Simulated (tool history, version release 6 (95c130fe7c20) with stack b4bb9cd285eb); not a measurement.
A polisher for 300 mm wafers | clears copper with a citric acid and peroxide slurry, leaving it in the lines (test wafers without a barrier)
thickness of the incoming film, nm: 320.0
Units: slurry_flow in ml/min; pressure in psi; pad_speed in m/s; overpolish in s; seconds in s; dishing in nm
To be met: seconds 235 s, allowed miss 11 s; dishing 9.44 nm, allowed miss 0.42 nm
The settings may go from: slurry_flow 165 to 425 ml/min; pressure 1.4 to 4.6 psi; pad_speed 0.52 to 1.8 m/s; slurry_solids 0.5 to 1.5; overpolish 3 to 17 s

run	hour	slurry_flow	pressure	pad_speed	slurry_solids	overpolish	seconds	dishing
1	0	275	3	1.16	1	9	159	15.78
2	0.7	275	3	1.3	1	9	147.04	16.994
3	9.7	275	2.8	1.3	1	9	156.19	15.645
4	14.3	275	2.6	1.3	1	9	163.69	14.668
5	21.3	275	2.6	1.3	1	12	166.51	19.652
6	27.1	340	2.6	1.3	1	12	166.13	19.516
7	28.9	340	2.5	1.28	1	11	173.76	17.303
8	30	340	2.4	1.26	1	11	182.42	16.381
9	37.9	340	2.4	1.26	1	11	178.99	16.706
10	45.1	340	2.3	1.24	1	11	193.22	15.694
11	51.8	340	1.7	1.22	1	7	263.32	7.5246

Which of these 4 next moves meets every target?
A	58.5	295	1.9	1.22	0.95	8	?	?
B	58.5	380	2.2	1	0.85	7	?	?
C	58.5	315	1.5	1.08	0.95	8	?	?
D	58.5	330	1.8	1.12	0.9	10	?	?

move	seconds	dishing
A	241.41	9.4274
B	240.99	8.3116
C	326	7.0191
D	270.22	10.48
A: meets every target
B: nearer than the last run, and not there yet
C: further off than the last run
D: takes the result that was furthest off past its target
Move A is the one to make.
